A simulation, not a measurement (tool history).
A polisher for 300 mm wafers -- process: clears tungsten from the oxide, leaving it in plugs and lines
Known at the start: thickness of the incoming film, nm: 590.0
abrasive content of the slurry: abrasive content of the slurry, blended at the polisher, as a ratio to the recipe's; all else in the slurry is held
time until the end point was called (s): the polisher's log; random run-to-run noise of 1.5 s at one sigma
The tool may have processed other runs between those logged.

run,day,flow of slurry (ml/min),pressure of the wafer on the pad (kPa),speed of the pad under the wafer (m/s),abrasive content of the slurry,overpolish time after the end point (s),time until the end point was called (s)
1,0.000,250,22.1,1.02,1.00,4,178.18
2,0.275,250,25.5,1.06,1.00,4,144.34
3,0.354,290,25.5,1.06,1.00,4,140.31
4,0.604,290,25.5,1.06,1.15,4,144.69
5,0.642,290,25.5,1.06,0.95,4,144.04
6,0.829,290,25.5,1.06,0.95,4,147.54
7,0.992,290,28.3,1.10,0.95,4,127.47
8,1.238,290,29.6,1.14,0.95,4,120.51
9,1.583,290,31.0,1.20,0.95,4,105.20

Expected results for the next run?
10,1.846,290,31.7,1.22,0.95,4,?

{"run 10": {"time until the end point was called (s)": 105.24}}
